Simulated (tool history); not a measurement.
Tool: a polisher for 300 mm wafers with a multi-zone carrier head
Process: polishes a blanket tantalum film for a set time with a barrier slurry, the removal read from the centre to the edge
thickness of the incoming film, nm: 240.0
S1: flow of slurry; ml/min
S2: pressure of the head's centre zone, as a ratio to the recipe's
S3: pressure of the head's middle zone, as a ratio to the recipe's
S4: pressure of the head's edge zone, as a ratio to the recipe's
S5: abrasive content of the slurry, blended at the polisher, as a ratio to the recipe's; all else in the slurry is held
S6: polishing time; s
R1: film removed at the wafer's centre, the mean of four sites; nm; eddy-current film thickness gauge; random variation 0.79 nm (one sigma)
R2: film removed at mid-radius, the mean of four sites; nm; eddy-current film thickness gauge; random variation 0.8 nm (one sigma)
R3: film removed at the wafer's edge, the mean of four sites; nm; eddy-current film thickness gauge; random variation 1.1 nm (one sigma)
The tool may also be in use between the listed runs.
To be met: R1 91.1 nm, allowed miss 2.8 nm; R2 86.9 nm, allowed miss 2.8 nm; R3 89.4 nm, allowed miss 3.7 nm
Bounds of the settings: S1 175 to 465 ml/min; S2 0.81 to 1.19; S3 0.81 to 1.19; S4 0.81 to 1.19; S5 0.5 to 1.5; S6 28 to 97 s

| run | hour | S1 | S2 | S3 | S4 | S5 | S6 | R1 | R2 | R3 |
|---|---|---|---|---|---|---|---|---|---|---|
| 1 | 0 | 295 | 1 | 1 | 1 | 1 | 62 | 69.634 | 67.879 | 69.414 |
| 2 | 3.7 | 295 | 1.01 | 1.01 | 1.02 | 1.1 | 62 | 72.11 | 72.032 | 72.253 |
| 3 | 8.5 | 295 | 1.07 | 1.01 | 1.02 | 1.1 | 62 | 76.781 | 71.843 | 71.579 |
| 4 | 15.9 | 295 | 1.07 | 1.01 | 1.1 | 1.1 | 62 | 77.321 | 72.174 | 72.753 |
| 5 | 19.3 | 295 | 1.07 | 1.07 | 1.1 | 1.1 | 62 | 76.632 | 73.716 | 76.783 |
| 6 | 25.9 | 360 | 1.07 | 1.07 | 1.1 | 1.1 | 62 | 77.974 | 76.87 | 77.103 |
| 7 | 32.1 | 350 | 1.08 | 1.08 | 1.11 | 1.15 | 62 | 80.409 | 79.235 | 79.011 |
| 8 | 33.5 | 340 | 1.09 | 1.09 | 1.12 | 1.15 | 62 | 80.363 | 79.054 | 78.405 |
| 9 | 35.4 | 320 | 1.09 | 1.09 | 1.13 | 1.2 | 63 | 83.322 | 81.302 | 80.663 |
| 10 | 36.5 | 310 | 1.09 | 1.09 | 1.14 | 1.2 | 64 | 83.402 | 81.381 | 82.48 |
| 11 | 40.5 | 310 | 1.09 | 1.09 | 1.14 | 1.2 | 64 | 83.895 | 81.812 | 80.291 |
| 12 | 44.7 | 320 | 1.09 | 1.09 | 1.15 | 1.2 | 65 | 84.58 | 82.788 | 83.793 |
|  | 47.7 | slurry nozzle cleaned |
| 13 | 47.7 | 320 | 1.09 | 1.09 | 1.16 | 1.2 | 65 | 88.822 | 86.131 | 85.99 |
| 14 | 51.5 | 320 | 1.09 | 1.08 | 1.16 | 1.2 | 65 | 87.976 | 85.094 | 84.494 |

Which of these 5 next moves meets every target?
| A | 55.3 | 465 | 1.08 | 1.09 | 1.08 | 1.5 | 59 | ? | ? | ? |
| B | 55.3 | 380 | 0.96 | 1.1 | 1.18 | 1.25 | 63 | ? | ? | ? |
| C | 55.3 | 250 | 1.01 | 1.09 | 1.16 | 1.3 | 68 | ? | ? | ? |
| D | 55.3 | 255 | 1.1 | 1.06 | 1.17 | 0.95 | 75 | ? | ? | ? |
| E | 55.3 | 420 | 1.05 | 1.13 | 1.03 | 1.5 | 59 | ? | ? | ? |

| move | R1 | R2 | R3 |
|---|---|---|---|
| A | 88.052 | 86.079 | 81.398 |
| B | 79.644 | 87.184 | 85.833 |
| C | 86.575 | 90.364 | 89.824 |
| D | 93.191 | 88.045 | 90.046 |
| E | 85.26 | 88.187 | 79.04 |
A: further off than the last run
B: brings the result that was furthest off to its target, and leaves another outside
C: brings the result that was furthest off to its target, and leaves another outside
D: meets every target
E: further off than the last run
The right move is D.
